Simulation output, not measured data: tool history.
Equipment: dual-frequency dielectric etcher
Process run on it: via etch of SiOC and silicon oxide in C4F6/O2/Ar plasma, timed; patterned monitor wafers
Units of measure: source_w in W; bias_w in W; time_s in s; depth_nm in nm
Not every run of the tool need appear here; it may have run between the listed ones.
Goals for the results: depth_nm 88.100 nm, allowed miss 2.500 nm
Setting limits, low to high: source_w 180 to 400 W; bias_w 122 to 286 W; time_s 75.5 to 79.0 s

run	hour	source_w	bias_w	time_s	depth_nm
1	0.0	290	204	75.5	72.915
2	2.5	290	217	75.5	74.960
3	8.3	290	183	75.5	69.494
4	9.6	310	197	76.0	74.956
5	10.7	280	197	76.0	70.305
6	16.9	310	197	76.0	74.720
7	23.0	310	197	76.0	73.990
# hour 23.9: wet clean of the chamber
8	23.9	330	206	76.5	84.420
9	26.3	340	207	76.5	85.301

Next run, 4 choices. One meets every target within its allowed miss, the rest don't. Which?
A	28.7	370	213	79.0	?
B	28.7	370	218	78.0	?
C	28.7	320	219	79.0	?
D	28.7	400	196	79.0	?

move	depth_nm
A	92.475
B	92.204
C	86.828
D	92.841
A: takes the biggest miss from the last run beyond its target
B: takes the biggest miss from the last run beyond its target
C: all results land within tolerance of their targets
D: takes the biggest miss from the last run beyond its target
So the answer is move C, the one that meets all the targets.

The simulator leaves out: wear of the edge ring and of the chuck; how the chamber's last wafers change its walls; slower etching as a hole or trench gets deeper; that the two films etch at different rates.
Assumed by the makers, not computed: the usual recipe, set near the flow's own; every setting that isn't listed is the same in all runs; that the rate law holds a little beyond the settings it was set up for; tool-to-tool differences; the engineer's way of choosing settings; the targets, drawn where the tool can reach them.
